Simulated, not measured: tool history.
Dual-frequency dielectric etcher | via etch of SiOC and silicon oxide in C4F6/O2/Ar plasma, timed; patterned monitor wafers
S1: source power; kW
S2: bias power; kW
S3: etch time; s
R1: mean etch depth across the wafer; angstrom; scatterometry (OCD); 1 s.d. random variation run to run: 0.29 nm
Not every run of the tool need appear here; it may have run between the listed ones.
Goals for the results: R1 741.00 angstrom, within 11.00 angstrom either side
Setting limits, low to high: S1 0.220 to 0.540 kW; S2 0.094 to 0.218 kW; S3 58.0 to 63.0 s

run    day     S1     S2    S3      R1
  1  0.000  0.380  0.156  63.0  686.09
  2  0.046  0.400  0.157  63.0  699.65
  3  0.171  0.400  0.137  63.0  661.90
  4  0.521  0.400  0.114  63.0  612.34
  5  0.758  0.430  0.119  63.0  634.71
  6  1.054  0.500  0.119  63.0  669.99
  7  1.125  0.540  0.150  63.0  765.95
  8  1.221  0.530  0.150  63.0  760.42
  9  1.558  0.520  0.150  63.0  755.95

Of the 4 settings listed for the next run, only one would bring every result within its allowed miss of target. Which one?
  A  1.896  0.540  0.166  63.0   ?
  B  1.896  0.540  0.155  60.5   ?
  C  1.896  0.490  0.177  60.5   ?
  D  1.896  0.540  0.152  63.0   ?

move      R1
   A  795.90
   B  742.44
   C  758.66
   D  766.73
A: further off than the last run
B: in spec on every target
C: further off than the last run
D: further off than the last run
Correct choice: B, which meets every target
